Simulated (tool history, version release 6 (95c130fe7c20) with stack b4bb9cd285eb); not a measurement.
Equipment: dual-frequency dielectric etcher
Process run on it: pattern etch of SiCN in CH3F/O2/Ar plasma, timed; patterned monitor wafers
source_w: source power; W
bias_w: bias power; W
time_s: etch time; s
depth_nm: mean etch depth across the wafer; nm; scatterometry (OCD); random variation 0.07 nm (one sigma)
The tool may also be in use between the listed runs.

run 1 hour=0.0 | source_w=300 bias_w=100 time_s=36.5 | depth_nm=14.299
run 2 hour=8.6 | source_w=350 bias_w=100 time_s=36.5 | depth_nm=14.986
run 3 hour=13.4 | source_w=350 bias_w=114 time_s=36.5 | depth_nm=15.824
run 4 hour=18.1 | source_w=350 bias_w=114 time_s=33.5 | depth_nm=14.486
run 5 hour=26.6 | source_w=350 bias_w=105 time_s=33.5 | depth_nm=14.087
run 6 hour=30.6 | source_w=380 bias_w=105 time_s=33.5 | depth_nm=14.526
run 7 hour=36.1 | source_w=370 bias_w=103 time_s=33.5 | depth_nm=14.297
run 8 hour=37.7 | source_w=360 bias_w=101 time_s=33.5 | depth_nm=13.925

Expected results for the next run?
run 9 hour=38.9 | source_w=300 bias_w=96 time_s=33.5 | depth_nm=?

depth_nm: 12.816 nm

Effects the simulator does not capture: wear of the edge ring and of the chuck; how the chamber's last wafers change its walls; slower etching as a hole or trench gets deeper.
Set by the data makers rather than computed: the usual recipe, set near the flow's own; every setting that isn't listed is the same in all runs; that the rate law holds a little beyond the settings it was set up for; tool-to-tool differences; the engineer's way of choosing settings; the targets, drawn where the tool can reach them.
